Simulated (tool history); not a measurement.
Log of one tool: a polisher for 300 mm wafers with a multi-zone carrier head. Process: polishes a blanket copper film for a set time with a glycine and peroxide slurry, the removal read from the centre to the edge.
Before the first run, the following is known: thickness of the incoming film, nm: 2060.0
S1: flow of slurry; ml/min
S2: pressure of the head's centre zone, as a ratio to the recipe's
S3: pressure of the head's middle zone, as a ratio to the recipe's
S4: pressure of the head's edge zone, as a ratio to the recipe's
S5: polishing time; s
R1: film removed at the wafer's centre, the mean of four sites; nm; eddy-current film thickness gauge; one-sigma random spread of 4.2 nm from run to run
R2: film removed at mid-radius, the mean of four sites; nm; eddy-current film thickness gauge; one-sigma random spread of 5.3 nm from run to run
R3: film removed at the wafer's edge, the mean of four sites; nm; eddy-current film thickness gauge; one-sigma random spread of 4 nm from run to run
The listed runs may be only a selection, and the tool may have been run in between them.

| run | day | S1 | S2 | S3 | S4 | S5 | R1 | R2 | R3 |
|---|---|---|---|---|---|---|---|---|---|
| 1 | 0.000 | 195 | 1.00 | 1.00 | 1.00 | 75 | 287.88 | 293.50 | 307.38 |
| 2 | 0.171 | 220 | 1.00 | 1.00 | 1.00 | 75 | 293.19 | 308.53 | 310.46 |
| 3 | 0.450 | 225 | 1.02 | 1.02 | 1.01 | 78 | 312.16 | 331.56 | 328.83 |
| 4 | 0.579 | 225 | 1.02 | 1.08 | 1.01 | 78 | 313.99 | 350.38 | 323.64 |
| 5 | 0.838 | 225 | 1.02 | 1.08 | 1.01 | 63 | 255.43 | 279.48 | 262.46 |
| 6 | 1.183 | 225 | 1.02 | 1.08 | 1.01 | 49 | 197.36 | 216.78 | 206.72 |
| 7 | 1.467 | 225 | 1.02 | 1.08 | 1.01 | 49 | 198.81 | 214.13 | 208.65 |
| 8 | 1.738 | 230 | 1.04 | 1.08 | 1.03 | 55 | 226.03 | 239.20 | 232.15 |
| 9 | 2.100 | 235 | 1.05 | 1.09 | 1.05 | 60 | 252.36 | 267.16 | 254.20 |
| 10 | 2.371 | 240 | 1.06 | 1.09 | 1.07 | 64 | 273.63 | 290.58 | 276.09 |
| 11 | 2.554 | 245 | 1.07 | 1.09 | 1.09 | 67 | 293.64 | 302.80 | 295.48 |
| 12 | 2.746 | 250 | 1.08 | 1.10 | 1.10 | 70 | 304.20 | 319.80 | 301.06 |
|  | 2.788 | slurry nozzle cleaned |
| 13 | 2.788 | 250 | 1.08 | 1.10 | 1.10 | 70 | 332.98 | 342.72 | 327.40 |
| 14 | 3.133 | 255 | 1.08 | 1.11 | 1.11 | 71 | 337.71 | 357.33 | 337.34 |
| 15 | 3.433 | 260 | 1.09 | 1.12 | 1.12 | 72 | 348.38 | 361.79 | 345.24 |
| 16 | 3.471 | 260 | 1.09 | 1.12 | 1.12 | 72 | 347.65 | 358.07 | 336.90 |
| 17 | 3.771 | 265 | 1.09 | 1.13 | 1.13 | 73 | 358.86 | 370.74 | 345.42 |
| 18 | 4.046 | 265 | 1.09 | 1.13 | 1.14 | 74 | 357.43 | 369.96 | 356.07 |
| 19 | 4.121 | 270 | 1.10 | 1.14 | 1.15 | 75 | 369.45 | 382.44 | 361.32 |
| 20 | 4.325 | 270 | 1.10 | 1.15 | 1.15 | 76 | 371.42 | 387.44 | 363.85 |
| 21 | 4.404 | 270 | 1.10 | 1.15 | 1.15 | 76 | 374.90 | 391.17 | 365.23 |

What does the tool deliver on the next run?
| 22 | 4.488 | 275 | 1.10 | 1.15 | 1.16 | 77 | ? | ? | ? |

{"run 22": {"R1": 378.35, "R2": 395.71, "R3": 371.03}}
